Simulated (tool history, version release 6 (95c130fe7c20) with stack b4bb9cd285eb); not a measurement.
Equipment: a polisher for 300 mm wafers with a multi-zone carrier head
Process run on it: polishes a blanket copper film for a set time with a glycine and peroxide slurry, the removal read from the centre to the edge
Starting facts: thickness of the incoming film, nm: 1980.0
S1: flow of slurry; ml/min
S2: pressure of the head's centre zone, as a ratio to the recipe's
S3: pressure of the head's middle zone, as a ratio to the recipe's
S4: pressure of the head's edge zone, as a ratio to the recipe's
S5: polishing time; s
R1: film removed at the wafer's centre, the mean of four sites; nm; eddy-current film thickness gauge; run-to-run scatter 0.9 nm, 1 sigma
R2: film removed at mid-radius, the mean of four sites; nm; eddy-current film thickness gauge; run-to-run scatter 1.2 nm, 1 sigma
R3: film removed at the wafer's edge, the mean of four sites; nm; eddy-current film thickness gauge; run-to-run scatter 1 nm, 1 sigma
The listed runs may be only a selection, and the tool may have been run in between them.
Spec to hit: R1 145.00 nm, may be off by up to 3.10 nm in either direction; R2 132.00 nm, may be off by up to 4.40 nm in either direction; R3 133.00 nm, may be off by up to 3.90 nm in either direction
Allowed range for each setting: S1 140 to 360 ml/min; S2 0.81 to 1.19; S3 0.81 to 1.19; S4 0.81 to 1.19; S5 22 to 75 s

run	hour	S1	S2	S3	S4	S5	R1	R2	R3
1	0.0	230	1.00	1.00	1.00	48	244.90	247.55	253.47
2	8.6	225	1.01	0.98	0.96	42	215.63	212.56	216.27
3	9.7	225	1.01	0.96	0.93	38	194.84	187.86	190.45
4	17.2	230	1.01	0.94	0.91	35	180.59	171.83	176.40
5	24.2	225	1.01	0.93	0.89	33	170.14	158.18	163.60
6	25.1	220	1.01	0.93	0.87	32	164.26	156.40	157.46
7	26.4	215	1.01	0.92	0.86	31	158.51	150.18	151.60
8	33.3	205	1.02	0.91	0.85	30	153.75	142.03	142.58
9	35.3	195	1.02	0.90	0.85	30	152.14	139.21	142.64
10	44.1	185	1.02	0.90	0.84	30	151.15	135.90	142.99
11	45.7	205	1.03	0.93	0.81	26	133.99	125.49	121.99
12	50.2	205	1.03	0.93	0.81	26	132.82	124.45	122.99
13	52.9	205	1.03	0.93	0.81	26	134.11	126.63	121.91
# hour 61.2: edge zone pressure recalibrated
14	61.2	220	1.03	0.92	0.81	26	135.55	124.86	115.89
15	69.9	165	1.12	0.98	0.91	27	143.32	130.69	124.46
16	74.1	170	1.11	0.97	0.91	27	144.18	131.35	127.43
17	81.1	170	1.10	0.96	0.91	27	141.92	130.12	126.16

Of the 4 settings listed for the next run, only one would bring every result within its allowed miss of target. Which one?
A	88.1	180	1.09	0.89	0.89	29	?	?	?
B	88.1	150	1.06	0.92	0.91	29	?	?	?
C	88.1	240	1.10	0.98	0.81	28	?	?	?
D	88.1	155	1.10	0.98	0.90	29	?	?	?

move	R1	R2	R3
A	153.38	132.26	134.77
B	146.10	132.61	133.63
C	154.95	143.16	127.79
D	151.04	140.45	133.31
A: meets the target for the result that was furthest off, but another lies outside its allowed miss
B: every result lands within tolerance
C: further off than the last run
D: meets the target for the result that was furthest off, but another lies outside its allowed miss
B meets every target.

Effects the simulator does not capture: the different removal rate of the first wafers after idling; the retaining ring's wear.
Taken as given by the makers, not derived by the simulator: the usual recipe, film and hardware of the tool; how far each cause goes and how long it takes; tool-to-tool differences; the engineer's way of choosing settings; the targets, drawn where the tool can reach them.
